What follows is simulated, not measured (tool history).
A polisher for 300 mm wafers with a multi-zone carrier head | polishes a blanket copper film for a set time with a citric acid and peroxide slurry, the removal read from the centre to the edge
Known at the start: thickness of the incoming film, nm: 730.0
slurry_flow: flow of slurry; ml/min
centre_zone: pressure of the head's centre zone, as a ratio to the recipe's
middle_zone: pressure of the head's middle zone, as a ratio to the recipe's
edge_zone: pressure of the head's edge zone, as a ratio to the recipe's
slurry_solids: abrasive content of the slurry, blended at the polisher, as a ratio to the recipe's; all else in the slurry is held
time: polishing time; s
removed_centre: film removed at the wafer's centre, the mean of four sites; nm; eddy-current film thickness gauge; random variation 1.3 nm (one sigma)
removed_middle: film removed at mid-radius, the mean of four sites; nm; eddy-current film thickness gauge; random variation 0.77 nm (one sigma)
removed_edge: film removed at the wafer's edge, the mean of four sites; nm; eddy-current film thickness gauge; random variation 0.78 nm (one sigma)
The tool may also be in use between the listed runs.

run 1 day=0.000 | slurry_flow=285 centre_zone=1.00 middle_zone=1.00 edge_zone=1.00 slurry_solids=1.00 time=83 | removed_centre=203.15 removed_middle=199.42 removed_edge=206.74
run 2 day=0.375 | slurry_flow=285 centre_zone=1.00 middle_zone=1.00 edge_zone=1.00 slurry_solids=0.90 time=83 | removed_centre=200.49 removed_middle=198.49 removed_edge=202.46
run 3 day=0.421 | slurry_flow=285 centre_zone=1.00 middle_zone=1.00 edge_zone=1.00 slurry_solids=0.75 time=83 | removed_centre=192.85 removed_middle=189.09 removed_edge=194.73
run 4 day=0.704 | slurry_flow=285 centre_zone=0.99 middle_zone=1.00 edge_zone=0.98 slurry_solids=0.70 time=80 | removed_centre=178.67 removed_middle=180.42 removed_edge=181.45
run 5 day=1.021 | slurry_flow=285 centre_zone=1.04 middle_zone=1.00 edge_zone=0.98 slurry_solids=0.70 time=80 | removed_centre=188.02 removed_middle=178.46 removed_edge=181.58
run 6 day=1.383 | slurry_flow=285 centre_zone=1.04 middle_zone=1.00 edge_zone=0.98 slurry_solids=0.90 time=80 | removed_centre=201.45 removed_middle=190.14 removed_edge=190.05
run 7 day=1.746 | slurry_flow=280 centre_zone=1.02 middle_zone=0.99 edge_zone=0.96 slurry_solids=0.85 time=77 | removed_centre=185.03 removed_middle=178.32 removed_edge=179.54
run 8 day=1.996 | slurry_flow=280 centre_zone=1.01 middle_zone=0.99 edge_zone=0.95 slurry_solids=0.80 time=75 | removed_centre=174.98 removed_middle=170.29 removed_edge=171.72
run 9 day=2.129 | slurry_flow=280 centre_zone=1.00 middle_zone=0.99 edge_zone=0.94 slurry_solids=0.75 time=73 | removed_centre=169.07 removed_middle=164.87 removed_edge=165.18
run 10 day=2.154 | slurry_flow=280 centre_zone=0.99 middle_zone=0.99 edge_zone=0.93 slurry_solids=0.70 time=71 | removed_centre=157.01 removed_middle=159.00 removed_edge=159.19
run 11 day=2.254 | slurry_flow=280 centre_zone=0.99 middle_zone=0.99 edge_zone=0.92 slurry_solids=0.70 time=69 | removed_centre=156.89 removed_middle=152.22 removed_edge=153.59
run 12 day=2.367 | slurry_flow=275 centre_zone=0.98 middle_zone=0.99 edge_zone=0.91 slurry_solids=0.70 time=68 | removed_centre=152.78 removed_middle=151.95 removed_edge=148.48
run 13 day=2.696 | slurry_flow=270 centre_zone=0.96 middle_zone=0.98 edge_zone=0.90 slurry_solids=0.70 time=67 | removed_centre=143.83 removed_middle=145.38 removed_edge=145.31

The next listed run, before its measurement:
run 14 day=2.950 | slurry_flow=265 centre_zone=0.95 middle_zone=0.98 edge_zone=0.89 slurry_solids=0.70 time=66 | removed_centre=? removed_middle=? removed_edge=?

Run 14 gave removed_centre 139.54 nm, removed_middle 144.59 nm, removed_edge 143.02 nm.
